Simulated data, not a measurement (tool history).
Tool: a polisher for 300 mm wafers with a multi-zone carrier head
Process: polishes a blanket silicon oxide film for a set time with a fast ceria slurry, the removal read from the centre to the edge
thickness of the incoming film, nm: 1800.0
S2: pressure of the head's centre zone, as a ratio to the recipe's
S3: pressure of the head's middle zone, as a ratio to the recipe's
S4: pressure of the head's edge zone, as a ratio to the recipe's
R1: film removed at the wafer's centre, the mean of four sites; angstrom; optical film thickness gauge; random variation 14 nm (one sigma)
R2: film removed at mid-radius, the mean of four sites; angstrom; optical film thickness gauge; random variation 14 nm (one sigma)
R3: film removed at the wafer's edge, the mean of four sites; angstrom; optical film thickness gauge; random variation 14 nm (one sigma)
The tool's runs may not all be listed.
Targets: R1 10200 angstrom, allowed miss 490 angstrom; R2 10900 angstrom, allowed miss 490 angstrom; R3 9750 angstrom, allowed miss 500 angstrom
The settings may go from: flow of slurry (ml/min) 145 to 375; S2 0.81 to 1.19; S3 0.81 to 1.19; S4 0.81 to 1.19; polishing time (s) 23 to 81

run 1 hour=0 | flow_of_slurry_(ml/min)=240 S2=1 S3=1 S4=1 polishing_time_(s)=52 | R1=7097.2 R2=7387.2 R3=7304.5
run 2 hour=8.8 | flow_of_slurry_(ml/min)=245 S2=1.02 S3=1.03 S4=1.01 polishing_time_(s)=55 | R1=7999.6 R2=7831.9 R3=7770.5
run 3 hour=10.8 | flow_of_slurry_(ml/min)=245 S2=1.02 S3=1.03 S4=1.01 polishing_time_(s)=48 | R1=6869 R2=6940.1 R3=6705.6
run 4 hour=18 | flow_of_slurry_(ml/min)=200 S2=1.02 S3=1.03 S4=1.01 polishing_time_(s)=48 | R1=6701.8 R2=6920.4 R3=6628.8
run 5 hour=26.4 | flow_of_slurry_(ml/min)=200 S2=1.02 S3=1.05 S4=1 polishing_time_(s)=53 | R1=7425 R2=7661.7 R3=7405.4
-- hour=33.6 worn pad replaced by a new one
run 6 hour=33.6 | flow_of_slurry_(ml/min)=200 S2=1.02 S3=1.08 S4=0.98 polishing_time_(s)=56 | R1=8489.1 R2=8728.4 R3=8189.5
run 7 hour=40.8 | flow_of_slurry_(ml/min)=200 S2=1.02 S3=1.08 S4=0.98 polishing_time_(s)=56 | R1=8245.6 R2=8731.3 R3=8220.5
run 8 hour=46.3 | flow_of_slurry_(ml/min)=200 S2=1.03 S3=1.1 S4=0.97 polishing_time_(s)=57 | R1=8520.4 R2=9078.9 R3=8259.7
run 9 hour=53 | flow_of_slurry_(ml/min)=200 S2=1.03 S3=1.11 S4=0.97 polishing_time_(s)=59 | R1=9098.6 R2=9260.3 R3=8351.8
run 10 hour=57.3 | flow_of_slurry_(ml/min)=200 S2=1.02 S3=1.11 S4=0.97 polishing_time_(s)=61 | R1=9110.9 R2=9843.4 R3=8593.4
run 11 hour=61.7 | flow_of_slurry_(ml/min)=200 S2=1.02 S3=1.1 S4=0.97 polishing_time_(s)=63 | R1=9575.6 R2=9886.9 R3=9150.8
run 12 hour=68.3 | flow_of_slurry_(ml/min)=200 S2=1.02 S3=1.11 S4=0.97 polishing_time_(s)=64 | R1=9679.9 R2=10080 R3=9285.2

Which of these 5 next moves meets every target?
run A hour=74.9 | flow_of_slurry_(ml/min)=215 S2=1.03 S3=1.14 S4=0.97 polishing_time_(s)=67 | R1=? R2=? R3=?
run B hour=74.9 | flow_of_slurry_(ml/min)=190 S2=1 S3=0.93 S4=1.05 polishing_time_(s)=66 | R1=? R2=? R3=?
run C hour=74.9 | flow_of_slurry_(ml/min)=305 S2=0.97 S3=0.96 S4=1.01 polishing_time_(s)=62 | R1=? R2=? R3=?
run D hour=74.9 | flow_of_slurry_(ml/min)=185 S2=0.98 S3=1.11 S4=0.99 polishing_time_(s)=66 | R1=? R2=? R3=?
run E hour=74.9 | flow_of_slurry_(ml/min)=285 S2=1.11 S3=1.15 S4=0.98 polishing_time_(s)=58 | R1=? R2=? R3=?

move=A R1=10216 R2=10771 R3=9658
move=B R1=9607.9 R2=9214.8 R3=9805.4
move=C R1=9232 R2=9256.9 R3=9364.9
move=D R1=9390 R2=10256 R3=9489.4
move=E R1=9837.2 R2=9638.1 R3=8579.2
A: meets every target
B: further off than the last run
C: further off than the last run
D: as far off as the last run
E: further off than the last run
Move A is the one to make.

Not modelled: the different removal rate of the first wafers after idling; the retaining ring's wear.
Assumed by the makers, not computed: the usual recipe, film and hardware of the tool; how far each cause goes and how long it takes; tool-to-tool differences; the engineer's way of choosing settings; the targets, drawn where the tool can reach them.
